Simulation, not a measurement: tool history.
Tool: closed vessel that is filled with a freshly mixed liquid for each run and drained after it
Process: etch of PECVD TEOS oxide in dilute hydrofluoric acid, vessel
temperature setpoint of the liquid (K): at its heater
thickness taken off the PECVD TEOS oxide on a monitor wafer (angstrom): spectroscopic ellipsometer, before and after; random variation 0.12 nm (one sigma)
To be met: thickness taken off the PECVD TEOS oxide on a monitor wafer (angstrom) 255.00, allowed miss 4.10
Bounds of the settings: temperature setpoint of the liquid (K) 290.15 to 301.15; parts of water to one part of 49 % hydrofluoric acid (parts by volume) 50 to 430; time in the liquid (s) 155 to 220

run,hour,temperature setpoint of the liquid (K),parts of water to one part of 49 % hydrofluoric acid (parts by volume),time in the liquid (s),thickness taken off the PECVD TEOS oxide on a monitor wafer (angstrom)
1,0.0,293.15,240,220,120.28
2,2.8,293.15,160,220,193.55
3,5.5,293.15,160,155,137.04
4,12.8,290.65,160,155,124.54
5,14.6,292.15,160,155,132.08
6,17.3,292.15,160,155,132.24
7,24.0,296.15,85,155,320.82
8,33.1,295.65,85,155,311.43
9,36.8,295.15,85,155,304.09
10,38.3,294.15,85,155,291.30
11,45.7,290.15,85,155,248.10

Which of these 5 next moves meets every target?
A,53.1,292.15,110,190,?
B,53.1,293.65,95,160,?
C,53.1,290.65,115,210,?
D,53.1,295.15,120,185,?
E,53.1,291.65,105,190,?

move,thickness taken off the PECVD TEOS oxide on a monitor wafer (angstrom)
A,249.19
B,262.75
C,246.28
D,248.38
E,257.09
A: nearer than the last run, and not there yet
B: takes the result that was furthest off past its target
C: further off than the last run
D: as far off as the last run
E: meets every target
Answer: E
